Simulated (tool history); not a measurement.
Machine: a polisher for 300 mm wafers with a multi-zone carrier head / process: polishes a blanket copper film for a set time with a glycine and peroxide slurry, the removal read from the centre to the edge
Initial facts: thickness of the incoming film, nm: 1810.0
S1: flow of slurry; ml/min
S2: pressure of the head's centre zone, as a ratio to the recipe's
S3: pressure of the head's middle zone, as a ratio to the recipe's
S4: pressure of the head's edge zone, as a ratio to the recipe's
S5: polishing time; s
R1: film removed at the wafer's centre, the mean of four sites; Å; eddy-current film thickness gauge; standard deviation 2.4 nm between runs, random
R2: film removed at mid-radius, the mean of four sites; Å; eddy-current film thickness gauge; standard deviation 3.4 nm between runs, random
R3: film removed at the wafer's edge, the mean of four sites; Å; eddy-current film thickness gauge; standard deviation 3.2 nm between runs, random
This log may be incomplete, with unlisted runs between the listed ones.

run 1 hour=0.0 | S1=275 S2=1.00 S3=1.00 S4=1.00 S5=83 | R1=5411.7 R2=5450.2 R3=5445.7
run 2 hour=1.8 | S1=270 S2=0.97 S3=1.01 S4=0.97 S5=78 | R1=4941.4 R2=5225.6 R3=5118.3
run 3 hour=4.1 | S1=270 S2=0.96 S3=1.02 S4=0.95 S5=72 | R1=4496.3 R2=4922.0 R3=4631.7
run 4 hour=11.8 | S1=270 S2=1.04 S3=1.02 S4=0.95 S5=72 | R1=4835.1 R2=4937.3 R3=4637.8
run 5 hour=16.3 | S1=270 S2=1.04 S3=0.94 S4=0.95 S5=72 | R1=4867.6 R2=4556.1 R3=4601.5
run 6 hour=23.5 | S1=270 S2=1.04 S3=0.94 S4=1.00 S5=72 | R1=4831.4 R2=4467.3 R3=4767.1
run 7 hour=29.3 | S1=265 S2=1.00 S3=0.95 S4=0.97 S5=69 | R1=4422.9 R2=4317.3 R3=4505.6
run 8 hour=30.8 | S1=255 S2=0.90 S3=1.05 S4=0.87 S5=53 | R1=3068.6 R2=3620.2 R3=3263.8
run 9 hour=36.7 | S1=270 S2=0.90 S3=1.06 S4=0.88 S5=53 | R1=3073.3 R2=3730.5 R3=3296.2
run 10 hour=43.7 | S1=280 S2=0.90 S3=1.06 S4=0.89 S5=53 | R1=3137.5 R2=3712.2 R3=3287.4
run 11 hour=49.8 | S1=275 S2=0.90 S3=1.07 S4=0.91 S5=53 | R1=3123.0 R2=3753.7 R3=3369.5
run 12 hour=56.3 | S1=280 S2=0.90 S3=1.08 S4=0.92 S5=53 | R1=3112.0 R2=3680.5 R3=3376.2
run 13 hour=62.6 | S1=300 S2=0.90 S3=1.18 S4=0.93 S5=57 | R1=3384.2 R2=4370.5 R3=3651.6
run 14 hour=65.8 | S1=290 S2=0.90 S3=1.17 S4=0.92 S5=57 | R1=3387.9 R2=4375.8 R3=3674.1

What does the tool deliver on the next run?
run 15 hour=68.8 | S1=290 S2=0.90 S3=1.16 S4=0.91 S5=57 | R1=? R2=? R3=?

For run 15 the tool returned R1 3322.5 Å, R2 4299.5 Å, R3 3682.3 Å.
